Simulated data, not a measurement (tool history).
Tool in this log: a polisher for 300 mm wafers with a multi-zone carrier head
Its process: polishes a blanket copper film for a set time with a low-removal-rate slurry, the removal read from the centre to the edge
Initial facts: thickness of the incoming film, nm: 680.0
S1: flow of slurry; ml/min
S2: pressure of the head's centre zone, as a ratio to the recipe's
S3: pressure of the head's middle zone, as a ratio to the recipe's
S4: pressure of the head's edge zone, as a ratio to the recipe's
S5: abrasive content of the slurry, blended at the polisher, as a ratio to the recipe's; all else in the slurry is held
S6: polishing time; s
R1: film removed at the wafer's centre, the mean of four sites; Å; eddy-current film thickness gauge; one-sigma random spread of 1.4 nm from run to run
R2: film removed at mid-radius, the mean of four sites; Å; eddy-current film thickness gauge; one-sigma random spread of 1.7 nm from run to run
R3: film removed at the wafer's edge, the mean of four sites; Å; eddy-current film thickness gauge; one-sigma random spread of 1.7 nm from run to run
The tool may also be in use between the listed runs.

| run | hour | S1 | S2 | S3 | S4 | S5 | S6 | R1 | R2 | R3 |
|---|---|---|---|---|---|---|---|---|---|---|
| 1 | 0.0 | 245 | 1.00 | 1.00 | 1.00 | 1.00 | 82 | 2009.1 | 2073.5 | 2029.3 |
| 2 | 6.2 | 245 | 0.99 | 1.00 | 0.99 | 0.95 | 79 | 1888.8 | 2021.2 | 1932.3 |
| 3 | 12.9 | 245 | 0.99 | 1.00 | 1.05 | 0.95 | 79 | 1936.6 | 2032.6 | 1988.3 |
| 4 | 19.9 | 245 | 0.98 | 0.99 | 1.04 | 0.90 | 76 | 1837.0 | 1831.8 | 1883.4 |
| 5 | 28.4 | 245 | 0.97 | 1.00 | 1.02 | 0.85 | 74 | 1754.1 | 1898.4 | 1779.8 |
|  | 35.8 | slurry nozzle cleaned |
| 6 | 35.8 | 240 | 0.95 | 0.99 | 1.02 | 0.80 | 72 | 1684.3 | 1792.4 | 1768.8 |
| 7 | 41.8 | 240 | 0.94 | 0.99 | 1.02 | 0.80 | 69 | 1564.0 | 1739.5 | 1690.4 |

What does the tool deliver on the next run?
| 8 | 50.1 | 240 | 0.94 | 0.98 | 1.01 | 0.75 | 67 | ? | ? | ? |

{"run 8": {"R1": 1515.8, "R2": 1651.9, "R3": 1667.0}}
